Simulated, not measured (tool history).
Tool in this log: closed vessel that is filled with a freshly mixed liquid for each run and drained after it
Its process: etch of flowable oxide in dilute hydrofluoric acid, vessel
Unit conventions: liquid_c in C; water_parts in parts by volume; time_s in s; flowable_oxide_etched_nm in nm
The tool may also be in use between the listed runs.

run 1 hour=0 | liquid_c=22 water_parts=280 time_s=115 | flowable_oxide_etched_nm=15.831
run 2 hour=6 | liquid_c=24 water_parts=280 time_s=115 | flowable_oxide_etched_nm=17.103
run 3 hour=13.8 | liquid_c=24 water_parts=280 time_s=115 | flowable_oxide_etched_nm=17.156
run 4 hour=15.5 | liquid_c=25.5 water_parts=240 time_s=115 | flowable_oxide_etched_nm=22.104
run 5 hour=18.9 | liquid_c=26.5 water_parts=210 time_s=115 | flowable_oxide_etched_nm=26.947
run 6 hour=22 | liquid_c=27.5 water_parts=190 time_s=115 | flowable_oxide_etched_nm=31.539
run 7 hour=24.9 | liquid_c=28 water_parts=175 time_s=115 | flowable_oxide_etched_nm=35.396
run 8 hour=32.2 | liquid_c=28.5 water_parts=170 time_s=115 | flowable_oxide_etched_nm=37.007
run 9 hour=36.2 | liquid_c=29 water_parts=165 time_s=115 | flowable_oxide_etched_nm=39.55
run 10 hour=41.7 | liquid_c=29 water_parts=165 time_s=115 | flowable_oxide_etched_nm=39.383
run 11 hour=48.7 | liquid_c=29 water_parts=165 time_s=115 | flowable_oxide_etched_nm=39.78
run 12 hour=54.1 | liquid_c=29 water_parts=160 time_s=115 | flowable_oxide_etched_nm=40.743
run 13 hour=62.5 | liquid_c=29 water_parts=155 time_s=115 | flowable_oxide_etched_nm=42.331

Run 14 comes next. What will it give?
run 14 hour=67.2 | liquid_c=29.5 water_parts=155 time_s=115 | flowable_oxide_etched_nm=?

{"run 14": {"flowable_oxide_etched_nm": 43.428}}
